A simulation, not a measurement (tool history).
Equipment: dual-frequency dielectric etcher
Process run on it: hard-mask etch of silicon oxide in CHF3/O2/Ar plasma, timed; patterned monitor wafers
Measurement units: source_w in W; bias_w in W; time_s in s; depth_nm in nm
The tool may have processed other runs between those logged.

Run 1, hour 0.0: source_w 540 W, bias_w 216 W, time_s 17.5 s. Result: depth_nm 32.152 nm.
Run 2, hour 4.5: source_w 510 W, bias_w 211 W, time_s 17.5 s. Result: depth_nm 31.062 nm.
Run 3, hour 8.2: source_w 580 W, bias_w 211 W, time_s 17.5 s. Result: depth_nm 33.070 nm.
Run 4, hour 10.6: source_w 550 W, bias_w 208 W, time_s 17.5 s. Result: depth_nm 32.204 nm.
Run 5, hour 16.2: source_w 460 W, bias_w 208 W, time_s 17.5 s. Result: depth_nm 29.112 nm.
At hour 23.7: bias power generator calibrated.
Run 6, hour 23.7: source_w 460 W, bias_w 208 W, time_s 16.0 s. Result: depth_nm 26.052 nm.

Run 7 has not been measured yet. What should we expect?
Run 7, hour 25.3: source_w 520 W, bias_w 216 W, time_s 16.0 s. Result: depth_nm ?.

depth_nm: 28.449 nm
